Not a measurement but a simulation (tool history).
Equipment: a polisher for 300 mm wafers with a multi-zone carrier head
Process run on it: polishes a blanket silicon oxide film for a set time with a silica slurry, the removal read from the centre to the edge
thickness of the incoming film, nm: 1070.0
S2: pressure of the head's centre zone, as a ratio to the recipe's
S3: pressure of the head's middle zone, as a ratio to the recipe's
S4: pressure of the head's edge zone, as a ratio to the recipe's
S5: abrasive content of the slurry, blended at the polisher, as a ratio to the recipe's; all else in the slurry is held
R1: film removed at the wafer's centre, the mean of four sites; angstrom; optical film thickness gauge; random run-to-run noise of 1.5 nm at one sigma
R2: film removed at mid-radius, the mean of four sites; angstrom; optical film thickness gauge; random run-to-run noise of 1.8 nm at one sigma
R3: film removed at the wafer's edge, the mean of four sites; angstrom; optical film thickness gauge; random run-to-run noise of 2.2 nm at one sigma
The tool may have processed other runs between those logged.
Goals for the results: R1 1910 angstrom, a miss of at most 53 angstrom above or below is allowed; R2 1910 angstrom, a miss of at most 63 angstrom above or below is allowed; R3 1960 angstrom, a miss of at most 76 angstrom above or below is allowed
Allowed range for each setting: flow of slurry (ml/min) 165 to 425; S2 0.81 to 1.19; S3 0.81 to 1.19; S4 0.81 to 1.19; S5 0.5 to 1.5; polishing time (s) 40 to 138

Run 1, day 0: flow of slurry (ml/min) 275, S2 1, S3 1, S4 1, S5 1, polishing time (s) 88. Result: R1 1642.4 angstrom, R2 1625.6 angstrom, R3 1601.8 angstrom.
Run 2, day 0.129: flow of slurry (ml/min) 285, S2 1.01, S3 1.02, S4 1.05, S5 1.05, polishing time (s) 88. Result: R1 1686.9 angstrom, R2 1695.8 angstrom, R3 1691.3 angstrom.
Run 3, day 0.196: flow of slurry (ml/min) 285, S2 1.01, S3 1.02, S4 0.98, S5 1.05, polishing time (s) 88. Result: R1 1706.2 angstrom, R2 1728.6 angstrom, R3 1645.8 angstrom.
Run 4, day 0.254: flow of slurry (ml/min) 300, S2 1.02, S3 1.03, S4 1.03, S5 1.1, polishing time (s) 88. Result: R1 1778.6 angstrom, R2 1793.9 angstrom, R3 1751.5 angstrom.
Run 5, day 0.521: flow of slurry (ml/min) 325, S2 1.02, S3 1.03, S4 1.06, S5 1.1, polishing time (s) 88. Result: R1 1791.6 angstrom, R2 1795.6 angstrom, R3 1784.8 angstrom.
Run 6, day 0.746: flow of slurry (ml/min) 325, S2 1.08, S3 1.03, S4 1.06, S5 1.1, polishing time (s) 88. Result: R1 1880.1 angstrom, R2 1800.1 angstrom, R3 1776.7 angstrom.
Run 7, day 0.929: flow of slurry (ml/min) 325, S2 1.08, S3 1.03, S4 1.06, S5 1.1, polishing time (s) 88. Result: R1 1874.9 angstrom, R2 1774.5 angstrom, R3 1739.3 angstrom.
Run 8, day 1.175: flow of slurry (ml/min) 340, S2 1.07, S3 1.04, S4 1.09, S5 1.15, polishing time (s) 88. Result: R1 1890.9 angstrom, R2 1864.4 angstrom, R3 1849 angstrom.
Run 9, day 1.538: flow of slurry (ml/min) 345, S2 1.07, S3 1.04, S4 1.11, S5 1.15, polishing time (s) 88. Result: R1 1946.6 angstrom, R2 1863.6 angstrom, R3 1805.3 angstrom.
Run 10, day 1.562: flow of slurry (ml/min) 340, S2 1.03, S3 1.02, S4 1.1, S5 1.2, polishing time (s) 88. Result: R1 1852.8 angstrom, R2 1853.1 angstrom, R3 1879.1 angstrom.

Exercise: of the 5 proposed moves below, exactly one satisfies all targets within the stated allowed misses. Which move is it?
Run A, day 1.588: flow of slurry (ml/min) 320, S2 1.02, S3 0.9, S4 1.12, S5 1.3, polishing time (s) 89. Result: R1 ?, R2 ?, R3 ?.
Run B, day 1.588: flow of slurry (ml/min) 330, S2 0.99, S3 0.99, S4 1.07, S5 1.2, polishing time (s) 93. Result: R1 ?, R2 ?, R3 ?.
Run C, day 1.588: flow of slurry (ml/min) 360, S2 0.97, S3 0.97, S4 1.16, S5 1.35, polishing time (s) 86. Result: R1 ?, R2 ?, R3 ?.
Run D, day 1.588: flow of slurry (ml/min) 365, S2 1.06, S3 0.9, S4 1.12, S5 1.15, polishing time (s) 93. Result: R1 ?, R2 ?, R3 ?.
Run E, day 1.588: flow of slurry (ml/min) 280, S2 0.92, S3 0.99, S4 1.04, S5 1, polishing time (s) 103. Result: R1 ?, R2 ?, R3 ?.

move      R1      R2      R3
   A  1932.1  1756.6  2002.4
   B  1900.4  1926.9    1978
   C  1822.2  1852.9  2013.4
   D  2014.3  1759.4    2001
   E    1767  1932.8  1962.3
A: gets the furthest-off result to its target, but another result is out of tolerance
B: hits every target within its allowed miss
C: its largest miss is bigger than the last run's
D: carries the result that was furthest off beyond its target, to the other side
E: its largest miss is bigger than the last run's
Answer: B
